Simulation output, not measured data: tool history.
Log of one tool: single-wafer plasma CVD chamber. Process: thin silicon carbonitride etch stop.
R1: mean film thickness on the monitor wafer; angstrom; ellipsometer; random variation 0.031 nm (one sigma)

run 1 hour=0 | RF_power_(W)=190 deposition_time_(s)=20.3 | R1=117.82
run 2 hour=6 | RF_power_(W)=190 deposition_time_(s)=22.7 | R1=131.33
run 3 hour=7.7 | RF_power_(W)=180 deposition_time_(s)=20.3 | R1=116.18
run 4 hour=14.7 | RF_power_(W)=180 deposition_time_(s)=21.4 | R1=122.8
run 5 hour=19.7 | RF_power_(W)=175 deposition_time_(s)=19.3 | R1=110.18
run 6 hour=26.5 | RF_power_(W)=195 deposition_time_(s)=19.3 | R1=111.83
run 7 hour=31.4 | RF_power_(W)=195 deposition_time_(s)=17.8 | R1=104.03
run 8 hour=34.8 | RF_power_(W)=190 deposition_time_(s)=16.8 | R1=98.269

The next listed run, before its measurement:
run 9 hour=41.1 | RF_power_(W)=185 deposition_time_(s)=16.2 | R1=?

{"run 9": {"R1": 93.274}}

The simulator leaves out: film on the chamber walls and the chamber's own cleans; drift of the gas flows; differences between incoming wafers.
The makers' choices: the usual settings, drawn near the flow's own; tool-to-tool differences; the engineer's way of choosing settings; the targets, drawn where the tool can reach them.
